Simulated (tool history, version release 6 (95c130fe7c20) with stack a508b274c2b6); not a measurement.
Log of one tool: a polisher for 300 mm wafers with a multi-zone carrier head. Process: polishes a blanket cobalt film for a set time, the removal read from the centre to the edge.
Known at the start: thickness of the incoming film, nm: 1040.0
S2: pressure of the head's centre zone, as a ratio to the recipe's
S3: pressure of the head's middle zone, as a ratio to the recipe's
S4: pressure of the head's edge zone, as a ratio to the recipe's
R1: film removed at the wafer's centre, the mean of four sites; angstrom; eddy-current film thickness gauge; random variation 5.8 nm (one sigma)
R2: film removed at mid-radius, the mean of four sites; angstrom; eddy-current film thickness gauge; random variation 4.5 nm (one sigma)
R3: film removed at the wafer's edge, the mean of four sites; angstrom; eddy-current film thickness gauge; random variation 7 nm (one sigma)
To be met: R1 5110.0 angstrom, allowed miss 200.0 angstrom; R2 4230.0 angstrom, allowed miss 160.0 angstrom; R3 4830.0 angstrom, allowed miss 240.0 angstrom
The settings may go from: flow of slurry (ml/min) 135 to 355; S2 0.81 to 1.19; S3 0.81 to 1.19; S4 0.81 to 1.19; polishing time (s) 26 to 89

{"run": 1, "day": 0.0, "flow of slurry (ml/min)": 225, "S2": 1.0, "S3": 1.0, "S4": 1.0, "polishing time (s)": 57, "R1": 3597.8, "R2": 3330.7, "R3": 3342.7}
{"run": 2, "day": 0.092, "flow of slurry (ml/min)": 225, "S2": 1.01, "S3": 0.99, "S4": 1.02, "polishing time (s)": 59, "R1": 3714.2, "R2": 3396.7, "R3": 3397.5}
{"run": 3, "day": 0.312, "flow of slurry (ml/min)": 225, "S2": 0.93, "S3": 0.99, "S4": 1.02, "polishing time (s)": 59, "R1": 3356.4, "R2": 3535.3, "R3": 3483.4}
{"run": 4, "day": 0.625, "flow of slurry (ml/min)": 225, "S2": 0.93, "S3": 0.99, "S4": 1.02, "polishing time (s)": 47, "R1": 2738.0, "R2": 2780.4, "R3": 2741.3}
{"run": 5, "day": 0.829, "flow of slurry (ml/min)": 225, "S2": 0.94, "S3": 0.98, "S4": 1.03, "polishing time (s)": 50, "R1": 2900.6, "R2": 2917.0, "R3": 2955.8}
{"day": 1.038, "done": "worn pad replaced by a new one"}
{"run": 6, "day": 1.038, "flow of slurry (ml/min)": 225, "S2": 0.95, "S3": 0.97, "S4": 1.04, "polishing time (s)": 53, "R1": 3298.9, "R2": 3289.2, "R3": 3363.3}
{"run": 7, "day": 1.2, "flow of slurry (ml/min)": 245, "S2": 1.05, "S3": 0.9, "S4": 1.14, "polishing time (s)": 58, "R1": 4089.9, "R2": 3311.7, "R3": 3902.6}
{"run": 8, "day": 1.571, "flow of slurry (ml/min)": 250, "S2": 1.05, "S3": 0.91, "S4": 1.15, "polishing time (s)": 59, "R1": 4092.1, "R2": 3517.2, "R3": 3891.5}
{"run": 9, "day": 1.738, "flow of slurry (ml/min)": 250, "S2": 1.05, "S3": 0.91, "S4": 1.15, "polishing time (s)": 60, "R1": 4211.7, "R2": 3498.3, "R3": 4040.4}
{"run": 10, "day": 1.833, "flow of slurry (ml/min)": 255, "S2": 1.05, "S3": 0.91, "S4": 1.15, "polishing time (s)": 61, "R1": 4229.2, "R2": 3599.5, "R3": 4199.2}

4 next moves are on the table. One of them brings every result within its allowed miss. Which?
{"run": "A", "day": 1.929, "flow of slurry (ml/min)": 245, "S2": 1.13, "S3": 1.16, "S4": 0.96, "polishing time (s)": 66, "R1": "?", "R2": "?", "R3": "?"}
{"run": "B", "day": 1.929, "flow of slurry (ml/min)": 245, "S2": 0.92, "S3": 0.81, "S4": 1.15, "polishing time (s)": 79, "R1": "?", "R2": "?", "R3": "?"}
{"run": "C", "day": 1.929, "flow of slurry (ml/min)": 220, "S2": 1.1, "S3": 0.91, "S4": 1.15, "polishing time (s)": 72, "R1": "?", "R2": "?", "R3": "?"}
{"run": "D", "day": 1.929, "flow of slurry (ml/min)": 265, "S2": 1.16, "S3": 0.87, "S4": 1.11, "polishing time (s)": 50, "R1": "?", "R2": "?", "R3": "?"}

move=A R1=4851.2 R2=4683.5 R3=4058.2
move=B R1=4834.4 R2=4149.5 R3=5336.7
move=C R1=5084.2 R2=4104.8 R3=4810.1
move=D R1=3790.8 R2=2806.2 R3=3336.2
A: nearer than the last run, and not there yet
B: nearer than the last run, and not there yet
C: meets every target
D: further off than the last run
Move C is the one to make.

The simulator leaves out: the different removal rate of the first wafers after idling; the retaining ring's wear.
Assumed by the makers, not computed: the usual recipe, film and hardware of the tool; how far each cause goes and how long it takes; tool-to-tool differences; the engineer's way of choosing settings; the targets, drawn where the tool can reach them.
